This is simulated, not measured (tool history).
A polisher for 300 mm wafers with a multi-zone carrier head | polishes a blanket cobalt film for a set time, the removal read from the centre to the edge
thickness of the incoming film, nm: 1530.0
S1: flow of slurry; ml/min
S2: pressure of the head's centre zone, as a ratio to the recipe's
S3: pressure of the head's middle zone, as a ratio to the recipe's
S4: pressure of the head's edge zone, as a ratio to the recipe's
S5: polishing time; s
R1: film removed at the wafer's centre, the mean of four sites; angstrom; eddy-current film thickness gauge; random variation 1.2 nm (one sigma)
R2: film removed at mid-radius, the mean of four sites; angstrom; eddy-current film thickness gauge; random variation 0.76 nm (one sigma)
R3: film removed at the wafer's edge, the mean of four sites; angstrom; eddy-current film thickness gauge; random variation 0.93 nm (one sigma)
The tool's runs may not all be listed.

{"run": 1, "hour": 0.0, "S1": 230, "S2": 1, "S3": 1, "S4": 1, "S5": 52, "R1": 2120.7, "R2": 2027.1, "R3": 2060.4}
{"run": 2, "hour": 5.9, "S1": 215, "S2": 0.95, "S3": 1.01, "S4": 0.99, "S5": 45, "R1": 1702.7, "R2": 1752.1, "R3": 1745.5}
{"run": 3, "hour": 8.2, "S1": 200, "S2": 0.92, "S3": 1.01, "S4": 0.98, "S5": 41, "R1": 1522.1, "R2": 1594.5, "R3": 1564.1}
{"run": 4, "hour": 16.3, "S1": 200, "S2": 0.92, "S3": 1.01, "S4": 0.98, "S5": 46, "R1": 1664, "R2": 1787.1, "R3": 1759.4}
{"run": 5, "hour": 23.9, "S1": 185, "S2": 0.89, "S3": 1.01, "S4": 0.98, "S5": 41, "R1": 1471.7, "R2": 1571.7, "R3": 1593.3}
{"run": 6, "hour": 32.0, "S1": 185, "S2": 0.87, "S3": 1.03, "S4": 0.99, "S5": 37, "R1": 1270, "R2": 1441.3, "R3": 1410.8}
{"run": 7, "hour": 36.5, "S1": 160, "S2": 0.81, "S3": 1.01, "S4": 0.97, "S5": 27, "R1": 844.04, "R2": 1014.4, "R3": 1001.2}
{"run": 8, "hour": 39.8, "S1": 185, "S2": 0.81, "S3": 1.02, "S4": 0.98, "S5": 27, "R1": 865.22, "R2": 1058.2, "R3": 1030.3}
{"run": 9, "hour": 48.4, "S1": 200, "S2": 0.82, "S3": 1.02, "S4": 1, "S5": 27, "R1": 890.14, "R2": 1064.4, "R3": 1046.5}
{"run": 10, "hour": 56.3, "S1": 260, "S2": 0.83, "S3": 1.09, "S4": 1.09, "S5": 28, "R1": 954.05, "R2": 1191.1, "R3": 1146}

Forecast run 11:
{"run": 11, "hour": 59.8, "S1": 260, "S2": 0.83, "S3": 1.08, "S4": 1.08, "S5": 28, "R1": "?", "R2": "?", "R3": "?"}

R1: 944.37 angstrom
R2: 1178.1 angstrom
R3: 1166.9 angstrom
